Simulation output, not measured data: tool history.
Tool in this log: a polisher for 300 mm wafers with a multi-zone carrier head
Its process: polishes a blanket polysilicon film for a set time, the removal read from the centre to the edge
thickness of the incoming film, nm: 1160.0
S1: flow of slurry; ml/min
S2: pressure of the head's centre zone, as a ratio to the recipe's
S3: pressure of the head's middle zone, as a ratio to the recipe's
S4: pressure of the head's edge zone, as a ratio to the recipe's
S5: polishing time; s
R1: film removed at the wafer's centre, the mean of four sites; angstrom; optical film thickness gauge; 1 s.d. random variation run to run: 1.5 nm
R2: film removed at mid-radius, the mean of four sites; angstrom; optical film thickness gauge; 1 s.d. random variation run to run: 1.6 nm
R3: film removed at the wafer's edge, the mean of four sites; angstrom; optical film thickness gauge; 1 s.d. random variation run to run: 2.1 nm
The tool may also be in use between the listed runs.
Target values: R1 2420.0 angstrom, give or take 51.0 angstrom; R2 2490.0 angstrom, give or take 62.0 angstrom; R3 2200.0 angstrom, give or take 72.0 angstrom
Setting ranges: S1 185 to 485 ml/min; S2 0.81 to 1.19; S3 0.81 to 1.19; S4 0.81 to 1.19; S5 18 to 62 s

run,hour,S1,S2,S3,S4,S5,R1,R2,R3
1,0.0,310,1.00,1.00,1.00,40,3092.8,3025.1,2986.4
2,3.1,310,1.00,1.00,1.03,40,3045.5,2999.0,3066.7
3,7.1,365,1.00,1.00,1.03,40,3094.9,3042.7,3073.1
4,13.0,370,0.99,1.00,1.00,39,3035.7,2961.7,2988.8
5,17.6,370,0.99,1.00,1.00,47,3626.8,3594.1,3601.8
6,21.5,370,0.99,1.00,0.94,47,3648.9,3574.1,3512.9
7,24.3,360,0.99,1.01,0.92,45,3433.7,3496.4,3262.7
8,24.9,350,0.99,1.00,0.90,43,3281.0,3262.9,3097.3
9,32.8,340,0.99,1.00,0.89,41,3119.4,3055.2,2921.5
10,39.3,330,0.99,1.01,0.88,40,3067.4,3039.7,2875.2
11,45.7,330,0.99,1.02,0.87,38,2866.4,2886.0,2667.5
12,50.3,330,0.99,1.02,0.86,37,2823.8,2827.3,2617.4
13,54.0,325,0.99,1.02,0.85,36,2721.9,2753.2,2539.6
14,62.9,320,0.99,1.02,0.84,35,2645.5,2675.3,2496.4
15,67.5,320,0.99,1.03,0.84,34,2574.8,2628.4,2388.4

Consider the 4 candidate settings below. Which is the only one whose results all fall within their allowed miss of target?
A,72.1,330,0.84,0.96,0.96,35,?,?,?
B,72.1,320,0.99,1.01,0.87,36,?,?,?
C,72.1,290,0.99,1.06,0.81,32,?,?,?
D,72.1,345,0.89,0.97,0.92,34,?,?,?

move,R1,R2,R3
A,2276.1,2549.3,2592.9
B,2732.0,2701.4,2541.1
C,2401.3,2454.6,2169.8
D,2347.6,2503.3,2476.8
A: pushes the last run's worst result past its target
B: further off than the last run
C: hits every target within its allowed miss
D: pushes the last run's worst result past its target
Answer: C

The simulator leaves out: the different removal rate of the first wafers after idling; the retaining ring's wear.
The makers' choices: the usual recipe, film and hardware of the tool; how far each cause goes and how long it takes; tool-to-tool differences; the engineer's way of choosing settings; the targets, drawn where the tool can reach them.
